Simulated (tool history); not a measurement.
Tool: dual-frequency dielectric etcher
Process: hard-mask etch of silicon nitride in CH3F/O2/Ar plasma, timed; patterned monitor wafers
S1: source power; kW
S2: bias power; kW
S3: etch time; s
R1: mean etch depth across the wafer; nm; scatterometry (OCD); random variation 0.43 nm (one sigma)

run,hour,S1,S2,S3,R1
1,0.0,0.530,0.055,233.5,168.50
2,7.2,0.560,0.055,233.5,171.61
3,9.2,0.560,0.050,233.5,168.46
4,11.0,0.560,0.050,244.5,176.29
5,14.0,0.560,0.050,233.5,169.10
6,19.6,0.560,0.050,233.5,169.00
7,20.8,0.580,0.050,233.5,170.79
8,26.6,0.600,0.050,233.5,171.92
9,27.6,0.620,0.051,233.5,176.26
10,36.1,0.640,0.051,233.5,177.04
11,36.9,0.660,0.051,233.5,179.62
12,37.5,0.670,0.051,233.5,180.41
13,41.0,0.670,0.051,233.5,180.63

Run 14 comes next. What will it give?
14,48.4,0.680,0.051,233.5,?

R1: 181.88 nm
